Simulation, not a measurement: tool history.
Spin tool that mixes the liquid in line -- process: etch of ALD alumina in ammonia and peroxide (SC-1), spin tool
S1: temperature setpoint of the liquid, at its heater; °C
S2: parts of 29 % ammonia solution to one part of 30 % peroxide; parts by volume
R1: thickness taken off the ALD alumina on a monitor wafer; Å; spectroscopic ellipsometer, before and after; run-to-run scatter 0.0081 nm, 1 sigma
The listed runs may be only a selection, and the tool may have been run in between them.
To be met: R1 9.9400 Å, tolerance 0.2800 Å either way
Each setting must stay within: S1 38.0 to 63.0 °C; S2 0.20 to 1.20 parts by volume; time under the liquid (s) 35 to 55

Run 1, day 0.000: S1 47.0 °C, S2 0.80 parts by volume, time under the liquid (s) 55. Result: R1 14.0230 Å.
Run 2, day 0.146: S1 47.0 °C, S2 0.60 parts by volume, time under the liquid (s) 55. Result: R1 13.6480 Å.
Run 3, day 0.417: S1 45.5 °C, S2 0.60 parts by volume, time under the liquid (s) 55. Result: R1 12.2470 Å.
Run 4, day 0.729: S1 45.5 °C, S2 0.70 parts by volume, time under the liquid (s) 55. Result: R1 12.3590 Å.
Run 5, day 0.808: S1 44.5 °C, S2 0.70 parts by volume, time under the liquid (s) 55. Result: R1 11.9300 Å.
Run 6, day 0.883: S1 44.5 °C, S2 0.70 parts by volume, time under the liquid (s) 35. Result: R1 7.6355 Å.
Run 7, day 0.912: S1 45.0 °C, S2 0.70 parts by volume, time under the liquid (s) 35. Result: R1 7.7854 Å.
Run 8, day 1.262: S1 50.0 °C, S2 0.70 parts by volume, time under the liquid (s) 35. Result: R1 10.3930 Å.

Below are 4 possible settings for the next run. Only one of them brings all results inside the allowed miss of their targets. Which is it?
Run A, day 1.612: S1 47.0 °C, S2 0.60 parts by volume, time under the liquid (s) 40. Result: R1 ?.
Run B, day 1.612: S1 50.5 °C, S2 0.85 parts by volume, time under the liquid (s) 35. Result: R1 ?.
Run C, day 1.612: S1 43.0 °C, S2 0.50 parts by volume, time under the liquid (s) 55. Result: R1 ?.
Run D, day 1.612: S1 50.5 °C, S2 0.65 parts by volume, time under the liquid (s) 35. Result: R1 ?.

move       R1
   A  10.0430
   B  11.0310
   C  10.8050
   D  10.7530
A: in spec on every target
B: further off than the last run
C: further off than the last run
D: further off than the last run
The right move is A.
